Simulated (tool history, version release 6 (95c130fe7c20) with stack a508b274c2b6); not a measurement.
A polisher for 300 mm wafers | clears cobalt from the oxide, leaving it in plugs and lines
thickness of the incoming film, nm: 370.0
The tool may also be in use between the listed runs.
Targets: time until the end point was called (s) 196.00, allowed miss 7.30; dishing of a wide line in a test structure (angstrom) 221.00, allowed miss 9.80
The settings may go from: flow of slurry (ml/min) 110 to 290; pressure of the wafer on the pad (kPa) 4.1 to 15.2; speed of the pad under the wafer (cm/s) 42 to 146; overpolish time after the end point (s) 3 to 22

| run | hour | flow of slurry (ml/min) | pressure of the wafer on the pad (kPa) | speed of the pad under the wafer (cm/s) | overpolish time after the end point (s) | time until the end point was called (s) | dishing of a wide line in a test structure (angstrom) |
|---|---|---|---|---|---|---|---|
| 1 | 0.0 | 185 | 9.7 | 94 | 11 | 104.76 | 298.94 |
| 2 | 7.0 | 180 | 8.3 | 94 | 12 | 121.72 | 283.98 |
| 3 | 14.0 | 175 | 7.6 | 94 | 12 | 135.80 | 264.88 |
| 4 | 20.0 | 170 | 6.9 | 94 | 12 | 152.21 | 243.80 |
| 5 | 25.0 | 160 | 6.9 | 94 | 12 | 150.95 | 241.02 |
| 6 | 31.2 | 155 | 6.2 | 94 | 12 | 167.14 | 222.60 |
| 7 | 34.3 | 150 | 6.2 | 94 | 12 | 165.39 | 217.69 |
| 8 | 42.6 | 145 | 4.1 | 94 | 14 | 249.21 | 174.60 |
| 9 | 48.1 | 145 | 4.8 | 94 | 14 | 217.04 | 207.09 |
| 10 | 55.7 | 175 | 5.5 | 94 | 13 | 183.00 | 223.87 |
| 11 | 60.8 | 150 | 5.5 | 94 | 14 | 187.39 | 228.90 |

4 next moves are on the table. One of them brings every result within its allowed miss. Which?
| A | 65.9 | 155 | 6.2 | 86 | 14 | ? | ? |
| B | 65.9 | 210 | 5.5 | 86 | 14 | ? | ? |
| C | 65.9 | 180 | 6.9 | 80 | 14 | ? | ? |
| D | 65.9 | 160 | 4.8 | 94 | 15 | ? | ? |

| move | time until the end point was called (s) | dishing of a wide line in a test structure (angstrom) |
|---|---|---|
| A | 181.98 | 230.71 |
| B | 193.87 | 218.99 |
| C | 171.90 | 241.80 |
| D | 210.63 | 216.49 |
A: further off than the last run
B: meets every target
C: further off than the last run
D: takes the result that was furthest off past its target
The right move is B.
